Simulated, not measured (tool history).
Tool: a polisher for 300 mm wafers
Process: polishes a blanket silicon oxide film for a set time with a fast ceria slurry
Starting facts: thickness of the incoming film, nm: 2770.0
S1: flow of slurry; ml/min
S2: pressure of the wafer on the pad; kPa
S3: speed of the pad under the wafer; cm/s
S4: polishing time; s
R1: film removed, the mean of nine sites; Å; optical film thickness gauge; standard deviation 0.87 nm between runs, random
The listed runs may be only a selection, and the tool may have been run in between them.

run,hour,S1,S2,S3,S4,R1
1,0.0,250,11.7,102,30,3148.1
2,5.2,250,11.7,124,30,3784.9
3,6.2,250,11.7,124,30,3869.5
4,9.3,250,10.3,108,30,2993.2
5,14.2,250,10.3,108,30,2978.9
6,19.9,250,10.3,84,30,2332.5
7,21.5,250,9.7,76,30,2011.2
8,24.8,250,9.0,70,30,1683.8
9,30.7,250,8.3,68,30,1540.1

What does the tool deliver on the next run?
10,38.1,250,7.6,66,30,?

R1: 1379.1 Å
